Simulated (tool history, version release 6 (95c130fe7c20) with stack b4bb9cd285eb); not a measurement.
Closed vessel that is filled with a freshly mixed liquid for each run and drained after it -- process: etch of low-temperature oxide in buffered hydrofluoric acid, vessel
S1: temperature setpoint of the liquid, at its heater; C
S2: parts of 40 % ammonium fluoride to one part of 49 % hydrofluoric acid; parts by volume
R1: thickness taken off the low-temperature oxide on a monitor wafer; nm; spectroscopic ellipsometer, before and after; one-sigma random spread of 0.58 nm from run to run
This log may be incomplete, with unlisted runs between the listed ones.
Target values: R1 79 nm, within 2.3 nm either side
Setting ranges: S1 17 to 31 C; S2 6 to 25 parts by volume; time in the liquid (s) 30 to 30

run 1 hour=0 | S1=23 S2=15.5 time_in_the_liquid_(s)=30 | R1=39.268
run 2 hour=6.6 | S1=24 S2=15 time_in_the_liquid_(s)=30 | R1=43.072
run 3 hour=12.3 | S1=24 S2=18.5 time_in_the_liquid_(s)=30 | R1=34.951
run 4 hour=15.2 | S1=25 S2=17.5 time_in_the_liquid_(s)=30 | R1=39.11
run 5 hour=23.6 | S1=25 S2=14 time_in_the_liquid_(s)=30 | R1=48.56
run 6 hour=27.1 | S1=26 S2=13.5 time_in_the_liquid_(s)=30 | R1=52.716
run 7 hour=28.3 | S1=26.5 S2=13 time_in_the_liquid_(s)=30 | R1=56.41
run 8 hour=34.7 | S1=27 S2=13 time_in_the_liquid_(s)=30 | R1=58.615
run 9 hour=38.5 | S1=27.5 S2=13 time_in_the_liquid_(s)=30 | R1=59.448
run 10 hour=43.3 | S1=31 S2=11 time_in_the_liquid_(s)=30 | R1=83.433
run 11 hour=46.5 | S1=30.5 S2=11 time_in_the_liquid_(s)=30 | R1=83.621

Consider the 4 candidate settings below. Which is the only one whose results all fall within their allowed miss of target?
run A hour=49.7 | S1=28 S2=9 time_in_the_liquid_(s)=30 | R1=?
run B hour=49.7 | S1=30.5 S2=11.5 time_in_the_liquid_(s)=30 | R1=?
run C hour=49.7 | S1=29 S2=11.5 time_in_the_liquid_(s)=30 | R1=?
run D hour=49.7 | S1=28.5 S2=11 time_in_the_liquid_(s)=30 | R1=?

move=A R1=84.578
move=B R1=78.831
move=C R1=72.855
move=D R1=74.094
A: misses by more than the last run did
B: in spec on every target
C: the result that was furthest off in the last run now lies on the other side of its target
D: the result that was furthest off in the last run now lies on the other side of its target
Go with B: it meets all targets.

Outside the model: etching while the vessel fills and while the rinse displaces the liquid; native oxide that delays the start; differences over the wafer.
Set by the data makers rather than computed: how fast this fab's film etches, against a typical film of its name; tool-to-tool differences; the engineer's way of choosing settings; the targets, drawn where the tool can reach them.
